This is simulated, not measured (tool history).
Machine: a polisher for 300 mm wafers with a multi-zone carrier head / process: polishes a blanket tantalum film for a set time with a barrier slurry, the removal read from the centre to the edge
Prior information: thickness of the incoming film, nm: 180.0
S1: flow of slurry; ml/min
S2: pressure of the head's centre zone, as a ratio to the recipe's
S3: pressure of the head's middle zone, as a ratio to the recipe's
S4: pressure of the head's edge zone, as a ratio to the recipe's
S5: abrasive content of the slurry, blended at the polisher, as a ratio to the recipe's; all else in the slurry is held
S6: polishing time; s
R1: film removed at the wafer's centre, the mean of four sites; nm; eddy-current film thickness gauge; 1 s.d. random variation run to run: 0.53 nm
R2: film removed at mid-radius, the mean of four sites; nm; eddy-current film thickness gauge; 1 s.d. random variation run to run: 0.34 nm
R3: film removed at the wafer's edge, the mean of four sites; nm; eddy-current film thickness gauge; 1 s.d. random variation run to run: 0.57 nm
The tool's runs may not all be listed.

| run | day | S1 | S2 | S3 | S4 | S5 | S6 | R1 | R2 | R3 |
|---|---|---|---|---|---|---|---|---|---|---|
| 1 | 0 | 165 | 1 | 1 | 1 | 1 | 26 | 54.407 | 55.062 | 53.562 |
| 2 | 0.104 | 160 | 0.98 | 1 | 0.98 | 0.95 | 26 | 52.88 | 53.725 | 52.672 |
| 3 | 0.438 | 190 | 0.98 | 1 | 0.98 | 0.95 | 26 | 56.165 | 54.378 | 54.845 |
| 4 | 0.512 | 190 | 0.98 | 0.93 | 0.98 | 0.95 | 26 | 55.495 | 52.285 | 53.339 |
| 5 | 0.617 | 175 | 0.96 | 0.94 | 0.97 | 0.9 | 26 | 50.729 | 50.463 | 51.799 |
| 6 | 0.904 | 165 | 0.95 | 0.95 | 0.95 | 0.85 | 26 | 50.2 | 49.571 | 51.363 |
| 7 | 0.979 | 155 | 0.94 | 0.98 | 0.94 | 0.8 | 25 | 45.077 | 47.552 | 47.223 |
| 8 | 1.183 | 150 | 0.93 | 0.98 | 0.93 | 0.8 | 25 | 45.093 | 47.806 | 46.567 |
| 9 | 1.554 | 145 | 0.92 | 0.98 | 0.92 | 0.8 | 25 | 44.205 | 46.645 | 46.667 |
| 10 | 1.612 | 140 | 0.91 | 0.99 | 0.91 | 0.75 | 25 | 42.666 | 45.82 | 44.257 |

Forecast run 11:
| 11 | 1.871 | 135 | 0.9 | 0.99 | 0.91 | 0.75 | 25 | ? | ? | ? |

R1: 40.631 nm
R2: 45.896 nm
R3: 44.059 nm
